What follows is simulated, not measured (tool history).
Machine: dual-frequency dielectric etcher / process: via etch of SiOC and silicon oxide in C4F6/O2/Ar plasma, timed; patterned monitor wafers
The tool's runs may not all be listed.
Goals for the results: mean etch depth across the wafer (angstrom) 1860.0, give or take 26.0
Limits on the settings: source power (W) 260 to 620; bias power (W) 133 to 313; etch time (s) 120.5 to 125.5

run,hour,source power (W),bias power (W),etch time (s),mean etch depth across the wafer (angstrom)
1,0.0,440,223,120.5,1659.6
2,0.8,390,223,120.5,1605.7
3,7.9,440,223,120.5,1662.0
4,15.2,440,189,120.5,1602.0
5,22.4,440,224,120.5,1656.5
6,24.0,460,226,120.5,1692.0
7,32.9,480,227,120.5,1713.8
8,36.8,490,228,120.5,1736.5
9,41.5,570,232,120.5,1831.3

Exactly one of the 4 candidate moves below puts every result within its allowed miss. Which one?
A,46.2,540,238,120.5,?
B,46.2,520,238,121.5,?
C,46.2,610,228,120.5,?
D,46.2,530,184,125.5,?

move,mean etch depth across the wafer (angstrom)
A,1812.5
B,1804.8
C,1868.4
D,1765.5
A: the biggest miss grows against the last run
B: the biggest miss grows against the last run
C: each result inside its tolerance
D: the biggest miss grows against the last run
Go with C: it meets all targets.
